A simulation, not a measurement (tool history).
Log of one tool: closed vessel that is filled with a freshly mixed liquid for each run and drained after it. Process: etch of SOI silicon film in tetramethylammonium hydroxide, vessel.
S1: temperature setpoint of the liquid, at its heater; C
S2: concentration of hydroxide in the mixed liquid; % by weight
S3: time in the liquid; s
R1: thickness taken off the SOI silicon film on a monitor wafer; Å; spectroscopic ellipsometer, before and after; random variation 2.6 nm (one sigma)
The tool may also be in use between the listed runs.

{"run": 1, "hour": 0.0, "S1": 61.0, "S2": 16, "S3": 100, "R1": 3363.7}
{"run": 2, "hour": 4.8, "S1": 61.5, "S2": 16, "S3": 100, "R1": 3388.5}
{"run": 3, "hour": 13.2, "S1": 61.5, "S2": 16, "S3": 100, "R1": 3454.7}
{"run": 4, "hour": 18.4, "S1": 61.5, "S2": 13, "S3": 100, "R1": 3774.7}
{"run": 5, "hour": 20.4, "S1": 67.0, "S2": 13, "S3": 100, "R1": 5280.2}
{"run": 6, "hour": 25.5, "S1": 72.0, "S2": 13, "S3": 100, "R1": 7090.0}
{"run": 7, "hour": 30.7, "S1": 70.5, "S2": 13, "S3": 100, "R1": 6440.8}

Run 8 comes next. What will it give?
{"run": 8, "hour": 34.3, "S1": 69.5, "S2": 13, "S3": 100, "R1": "?"}

{"run 8": {"R1": 6022.7}}
